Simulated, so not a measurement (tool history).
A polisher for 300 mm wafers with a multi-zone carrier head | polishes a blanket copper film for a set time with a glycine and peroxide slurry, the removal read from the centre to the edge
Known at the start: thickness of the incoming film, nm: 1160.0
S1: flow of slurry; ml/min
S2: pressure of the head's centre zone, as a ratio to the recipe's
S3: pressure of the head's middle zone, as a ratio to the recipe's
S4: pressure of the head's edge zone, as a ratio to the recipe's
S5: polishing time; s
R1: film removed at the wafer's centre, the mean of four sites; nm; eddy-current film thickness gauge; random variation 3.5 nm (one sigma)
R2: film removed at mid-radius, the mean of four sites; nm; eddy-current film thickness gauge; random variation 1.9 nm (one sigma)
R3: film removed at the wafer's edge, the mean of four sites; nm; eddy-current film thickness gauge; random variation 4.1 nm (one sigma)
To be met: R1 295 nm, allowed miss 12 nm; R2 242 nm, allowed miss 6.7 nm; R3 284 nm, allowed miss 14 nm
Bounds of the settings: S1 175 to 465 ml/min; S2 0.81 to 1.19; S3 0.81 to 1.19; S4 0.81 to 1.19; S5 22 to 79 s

| run | hour | S1 | S2 | S3 | S4 | S5 | R1 | R2 | R3 |
|---|---|---|---|---|---|---|---|---|---|
| 1 | 0 | 295 | 1 | 1 | 1 | 50 | 357.7 | 345.94 | 352.69 |
| 2 | 8.1 | 295 | 1 | 1 | 0.93 | 50 | 361.37 | 352.63 | 343.37 |
| 3 | 15.2 | 295 | 0.96 | 1 | 0.93 | 50 | 348.34 | 347.99 | 337.11 |
| 4 | 22.9 | 260 | 0.96 | 1 | 0.93 | 50 | 341.58 | 346.82 | 337.42 |
| 5 | 30.5 | 265 | 0.97 | 0.98 | 0.94 | 49 | 331.2 | 331.2 | 330.53 |
| 6 | 35.3 | 275 | 0.98 | 0.96 | 0.94 | 48 | 331.23 | 321.26 | 324.12 |
| 7 | 40.1 | 275 | 0.98 | 0.96 | 0.94 | 48 | 331.39 | 317.9 | 331.12 |
| 8 | 41.4 | 280 | 0.99 | 0.95 | 0.93 | 47 | 335.55 | 317.85 | 318.88 |
| 9 | 47.5 | 215 | 1.01 | 0.85 | 1.03 | 39 | 270.35 | 230.29 | 272.15 |
| 10 | 49.6 | 220 | 1.01 | 0.85 | 1.03 | 39 | 267.64 | 230.78 | 279.04 |
| 11 | 56.8 | 225 | 1.02 | 0.85 | 1.03 | 39 | 277.47 | 232.05 | 267.13 |
| 12 | 63.3 | 230 | 1.02 | 0.85 | 1.04 | 39 | 280.34 | 229.63 | 281.01 |
| 13 | 65 | 235 | 1.02 | 0.85 | 1.04 | 39 | 275.92 | 232.15 | 271.55 |
| 14 | 67.2 | 235 | 1.02 | 0.85 | 1.04 | 39 | 277.11 | 227.97 | 272.04 |

Which of these 5 next moves meets every target?
| A | 69.4 | 315 | 1.13 | 0.87 | 1.05 | 35 | ? | ? | ? |
| B | 69.4 | 265 | 1.09 | 0.83 | 0.98 | 41 | ? | ? | ? |
| C | 69.4 | 250 | 1 | 0.81 | 0.91 | 42 | ? | ? | ? |
| D | 69.4 | 190 | 1.03 | 0.91 | 0.92 | 40 | ? | ? | ? |
| E | 69.4 | 190 | 0.99 | 0.91 | 1.11 | 37 | ? | ? | ? |

| move | R1 | R2 | R3 |
|---|---|---|---|
| A | 281.65 | 218.18 | 255.23 |
| B | 311.74 | 241.51 | 285.25 |
| C | 290.5 | 240.98 | 280.8 |
| D | 273.05 | 242.79 | 260.65 |
| E | 242.69 | 224.56 | 264.11 |
A: further off than the last run
B: brings the result that was furthest off to its target, and leaves another outside
C: meets every target
D: brings the result that was furthest off to its target, and leaves another outside
E: further off than the last run
Answer: C

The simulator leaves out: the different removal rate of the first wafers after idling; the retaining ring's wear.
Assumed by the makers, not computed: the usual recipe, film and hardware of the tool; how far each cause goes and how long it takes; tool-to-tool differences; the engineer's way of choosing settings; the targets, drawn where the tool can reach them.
